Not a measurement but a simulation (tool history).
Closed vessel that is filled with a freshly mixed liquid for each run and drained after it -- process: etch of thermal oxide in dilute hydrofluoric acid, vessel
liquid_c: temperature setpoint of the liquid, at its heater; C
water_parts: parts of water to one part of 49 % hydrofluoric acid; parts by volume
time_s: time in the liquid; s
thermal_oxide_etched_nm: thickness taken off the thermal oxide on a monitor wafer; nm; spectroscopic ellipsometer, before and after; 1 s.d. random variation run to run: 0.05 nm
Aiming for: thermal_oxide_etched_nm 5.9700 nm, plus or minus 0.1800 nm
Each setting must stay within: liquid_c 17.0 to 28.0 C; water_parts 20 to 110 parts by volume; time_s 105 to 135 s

run	hour	liquid_c	water_parts	time_s	thermal_oxide_etched_nm
1	0.0	20.0	60	135	9.7329
2	8.3	21.5	60	135	10.1890
3	10.1	24.5	60	135	11.6060
4	14.2	24.5	80	135	8.5962
5	18.2	24.5	80	135	8.4842
6	19.3	24.5	80	135	8.6849
7	26.2	23.5	80	135	8.2531
8	34.3	23.5	80	135	8.3510
9	42.1	22.5	80	135	7.8434
10	43.8	18.5	80	135	6.6791
11	48.9	17.5	80	135	6.4342
12	55.2	17.0	80	135	6.2787

5 next moves are on the table. One of them brings every result within its allowed miss. Which?
A	61.5	22.0	100	135	?
B	61.5	17.0	85	125	?
C	61.5	17.0	65	110	?
D	61.5	18.0	85	120	?
E	61.5	17.0	70	120	?

move	thermal_oxide_etched_nm
A	6.0433
B	5.4411
C	6.3981
D	5.4496
E	6.4460
A: all results land within tolerance of their targets
B: moves the result that the last run missed by most past its target, out the other side
C: lands further from the targets than the last run did
D: moves the result that the last run missed by most past its target, out the other side
E: lands further from the targets than the last run did
A meets every target.
